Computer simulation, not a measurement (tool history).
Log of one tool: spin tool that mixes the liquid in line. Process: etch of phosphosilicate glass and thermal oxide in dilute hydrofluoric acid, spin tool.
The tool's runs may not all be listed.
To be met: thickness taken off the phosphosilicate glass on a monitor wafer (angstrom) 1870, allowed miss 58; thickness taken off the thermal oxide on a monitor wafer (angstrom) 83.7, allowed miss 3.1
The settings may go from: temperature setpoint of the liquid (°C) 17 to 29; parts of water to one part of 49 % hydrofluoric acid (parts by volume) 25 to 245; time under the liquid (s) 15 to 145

run,hour,temperature setpoint of the liquid (°C),parts of water to one part of 49 % hydrofluoric acid (parts by volume),time under the liquid (s),thickness taken off the phosphosilicate glass on a monitor wafer (angstrom),thickness taken off the thermal oxide on a monitor wafer (angstrom)
1,0,21,135,75,545.01,24.917
2,5.9,21,155,75,476.23,21.205
3,13.8,22.5,155,75,494.42,22.096
4,14.4,23.5,140,75,577.11,26.066
5,18.4,23.5,140,95,728.42,32.204
6,26.7,23.5,100,95,1097.7,48.25
7,30.5,24,95,95,1166.3,53.263
8,38.8,24,95,95,1147.9,52.329
9,40.3,24.5,90,95,1248.7,55.854
10,45.3,28.5,55,95,2538.2,113.75
11,52.8,28,55,95,2477.6,111.08
12,57.1,27.5,55,95,2412.5,107.52

4 next moves are on the table. One of them brings every result within its allowed miss. Which?
A,61.4,23.5,50,85,?,?
B,61.4,29,65,90,?,?
C,61.4,17,35,75,?,?
D,61.4,29,60,75,?,?

move,thickness taken off the phosphosilicate glass on a monitor wafer (angstrom),thickness taken off the thermal oxide on a monitor wafer (angstrom)
A,2061.8,91.78
B,2051.4,91.315
C,2006.4,89.31
D,1865.6,83.046
A: nearer than the last run, and not there yet
B: nearer than the last run, and not there yet
C: nearer than the last run, and not there yet
D: meets every target
The right move is D.
